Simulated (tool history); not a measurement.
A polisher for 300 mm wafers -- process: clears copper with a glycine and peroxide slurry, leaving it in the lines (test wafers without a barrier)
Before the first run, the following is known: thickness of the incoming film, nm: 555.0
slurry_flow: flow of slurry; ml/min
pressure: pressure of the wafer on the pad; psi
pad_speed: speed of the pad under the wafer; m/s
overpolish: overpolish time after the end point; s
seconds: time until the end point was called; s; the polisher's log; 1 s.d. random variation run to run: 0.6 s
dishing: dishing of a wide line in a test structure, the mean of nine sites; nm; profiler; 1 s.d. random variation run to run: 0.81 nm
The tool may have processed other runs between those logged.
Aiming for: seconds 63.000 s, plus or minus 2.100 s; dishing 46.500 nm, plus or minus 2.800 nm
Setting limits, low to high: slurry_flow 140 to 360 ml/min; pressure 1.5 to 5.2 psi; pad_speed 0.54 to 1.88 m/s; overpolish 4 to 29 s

{"run": 1, "hour": 0.0, "slurry_flow": 230, "pressure": 3.3, "pad_speed": 1.2, "overpolish": 15, "seconds": 79.634, "dishing": 76.554}
{"run": 2, "hour": 5.4, "slurry_flow": 230, "pressure": 3.4, "pad_speed": 1.22, "overpolish": 12, "seconds": 76.489, "dishing": 64.855}
{"run": 3, "hour": 12.5, "slurry_flow": 235, "pressure": 3.6, "pad_speed": 1.22, "overpolish": 10, "seconds": 71.722, "dishing": 57.187}
{"run": 4, "hour": 16.7, "slurry_flow": 235, "pressure": 3.6, "pad_speed": 1.22, "overpolish": 4, "seconds": 71.055, "dishing": 25.747}
{"run": 5, "hour": 24.4, "slurry_flow": 235, "pressure": 3.6, "pad_speed": 1.36, "overpolish": 4, "seconds": 64.917, "dishing": 27.436}
{"run": 6, "hour": 32.5, "slurry_flow": 235, "pressure": 3.7, "pad_speed": 1.34, "overpolish": 5, "seconds": 64.43, "dishing": 33.467}
{"run": 7, "hour": 34.6, "slurry_flow": 235, "pressure": 3.7, "pad_speed": 1.34, "overpolish": 5, "seconds": 63.447, "dishing": 33.718}
{"run": 8, "hour": 39.0, "slurry_flow": 235, "pressure": 3.7, "pad_speed": 1.32, "overpolish": 6, "seconds": 65.834, "dishing": 39.957}
{"run": 9, "hour": 41.2, "slurry_flow": 240, "pressure": 3.7, "pad_speed": 1.32, "overpolish": 6, "seconds": 64.918, "dishing": 38.896}
{"run": 10, "hour": 42.3, "slurry_flow": 250, "pressure": 3.7, "pad_speed": 1.32, "overpolish": 6, "seconds": 65.204, "dishing": 38.684}

Exercise: of the 4 proposed moves below, exactly one satisfies all targets within the stated allowed misses. Which move is it?
{"run": "A", "hour": 43.4, "slurry_flow": 225, "pressure": 2.7, "pad_speed": 1.72, "overpolish": 6, "seconds": "?", "dishing": "?"}
{"run": "B", "hour": 43.4, "slurry_flow": 315, "pressure": 4.2, "pad_speed": 1.18, "overpolish": 7, "seconds": "?", "dishing": "?"}
{"run": "C", "hour": 43.4, "slurry_flow": 165, "pressure": 3.6, "pad_speed": 1.4, "overpolish": 5, "seconds": "?", "dishing": "?"}
{"run": "D", "hour": 43.4, "slurry_flow": 270, "pressure": 3.8, "pad_speed": 1.2, "overpolish": 7, "seconds": "?", "dishing": "?"}

move=A seconds=69.013 dishing=37.741
move=B seconds=62.810 dishing=48.047
move=C seconds=67.348 dishing=32.966
move=D seconds=68.656 dishing=44.211
A: lands further from the targets than the last run did
B: in spec on every target
C: lands further from the targets than the last run did
D: gets the furthest-off result to its target, but another result is out of tolerance
Correct choice: B, which meets every target
